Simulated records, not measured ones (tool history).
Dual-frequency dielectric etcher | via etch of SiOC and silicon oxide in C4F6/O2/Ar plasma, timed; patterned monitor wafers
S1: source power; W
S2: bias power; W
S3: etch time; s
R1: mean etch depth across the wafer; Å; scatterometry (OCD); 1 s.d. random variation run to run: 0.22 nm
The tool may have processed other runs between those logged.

| run | hour | S1 | S2 | S3 | R1 |
|---|---|---|---|---|---|
| 1 | 0 | 350 | 198 | 80.5 | 899.91 |
| 2 | 5.3 | 400 | 198 | 80.5 | 941.86 |
| 3 | 9.7 | 410 | 202 | 80.5 | 958.81 |
| 4 | 14.4 | 360 | 202 | 80.5 | 910.75 |
| 5 | 16.9 | 360 | 202 | 80.5 | 915.14 |
| 6 | 17.6 | 360 | 202 | 80.5 | 913.99 |
| 7 | 23.1 | 360 | 202 | 80.5 | 915.39 |

Run 8 is up next; what results do you expect?
| 8 | 25.3 | 380 | 208 | 80.5 | ? |

Logged for run 8: R1 942.83 Å.
